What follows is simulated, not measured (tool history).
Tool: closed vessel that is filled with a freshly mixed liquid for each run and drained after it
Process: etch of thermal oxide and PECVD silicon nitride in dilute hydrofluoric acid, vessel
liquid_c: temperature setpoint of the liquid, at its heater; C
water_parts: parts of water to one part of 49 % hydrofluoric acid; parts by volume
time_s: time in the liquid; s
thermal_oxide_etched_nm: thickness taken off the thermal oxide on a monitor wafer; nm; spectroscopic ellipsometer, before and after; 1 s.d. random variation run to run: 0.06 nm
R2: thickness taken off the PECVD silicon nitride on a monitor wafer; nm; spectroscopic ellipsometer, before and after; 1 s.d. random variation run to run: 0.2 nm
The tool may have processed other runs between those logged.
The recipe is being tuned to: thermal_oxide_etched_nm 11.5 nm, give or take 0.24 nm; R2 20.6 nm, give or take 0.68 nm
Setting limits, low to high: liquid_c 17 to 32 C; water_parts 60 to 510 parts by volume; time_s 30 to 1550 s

Run 1, hour 0: liquid_c 24 C, water_parts 285 parts by volume, time_s 790 s. Result: thermal_oxide_etched_nm 10.033 nm, R2 14.769 nm.
Run 2, hour 1.1: liquid_c 24 C, water_parts 220 parts by volume, time_s 790 s. Result: thermal_oxide_etched_nm 13.971 nm, R2 19.369 nm.
Run 3, hour 6: liquid_c 25.5 C, water_parts 245 parts by volume, time_s 810 s. Result: thermal_oxide_etched_nm 13.245 nm, R2 19.497 nm.
Run 4, hour 12.1: liquid_c 26.5 C, water_parts 265 parts by volume, time_s 825 s. Result: thermal_oxide_etched_nm 12.604 nm, R2 19.305 nm.
Run 5, hour 20.5: liquid_c 26.5 C, water_parts 185 parts by volume, time_s 825 s. Result: thermal_oxide_etched_nm 19.863 nm, R2 27.471 nm.
Run 6, hour 26.8: liquid_c 27 C, water_parts 220 parts by volume, time_s 875 s. Result: thermal_oxide_etched_nm 17.149 nm, R2 26.159 nm.
Run 7, hour 29.2: liquid_c 26.5 C, water_parts 330 parts by volume, time_s 1010 s. Result: thermal_oxide_etched_nm 11.549 nm, R2 19.127 nm.
Run 8, hour 37.4: liquid_c 27 C, water_parts 335 parts by volume, time_s 1015 s. Result: thermal_oxide_etched_nm 11.589 nm, R2 19.892 nm.
Run 9, hour 39.3: liquid_c 27 C, water_parts 340 parts by volume, time_s 1020 s. Result: thermal_oxide_etched_nm 11.483 nm, R2 19.175 nm.
Run 10, hour 44: liquid_c 27.5 C, water_parts 345 parts by volume, time_s 1025 s. Result: thermal_oxide_etched_nm 11.519 nm, R2 19.779 nm.

4 next moves are on the table. One of them brings every result within its allowed miss. Which?
Run A, hour 48.7: liquid_c 28.5 C, water_parts 395 parts by volume, time_s 1145 s. Result: thermal_oxide_etched_nm ?, R2 ?.
Run B, hour 48.7: liquid_c 30.5 C, water_parts 385 parts by volume, time_s 1015 s. Result: thermal_oxide_etched_nm ?, R2 ?.
Run C, hour 48.7: liquid_c 27.5 C, water_parts 395 parts by volume, time_s 1240 s. Result: thermal_oxide_etched_nm ?, R2 ?.
Run D, hour 48.7: liquid_c 27 C, water_parts 360 parts by volume, time_s 1145 s. Result: thermal_oxide_etched_nm ?, R2 ?.

move  thermal_oxide_etched_nm      R2
   A                   10.981  20.483
   B                   10.725  20.851
   C                   11.527  20.958
   D                   11.891  20.656
A: brings the last run's worst result on target, with another outside its allowed miss
B: brings the last run's worst result on target, with another outside its allowed miss
C: each result inside its tolerance
D: brings the last run's worst result on target, with another outside its allowed miss
The move that meets every target is C.
